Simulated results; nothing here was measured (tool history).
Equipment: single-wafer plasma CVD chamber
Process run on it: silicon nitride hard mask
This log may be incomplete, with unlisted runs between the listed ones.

run	hour	heater temperature setpoint (°C)	chamber pressure (Pa)	RF power (W)	deposition time (s)	mean film thickness on the monitor wafer (angstrom)
1	0.0	400	199	405	18.3	267.92
2	7.3	400	213	405	18.3	271.33
3	15.9	400	229	405	18.3	277.48
4	24.2	391	229	405	18.3	277.73
5	26.0	391	240	405	18.3	281.51
6	30.1	391	248	405	18.3	284.42
7	31.9	391	253	405	18.3	286.90

Expected results for the next run?
8	40.7	391	256	405	18.3	?

For run 8 the tool returned mean film thickness on the monitor wafer (angstrom) 287.69.
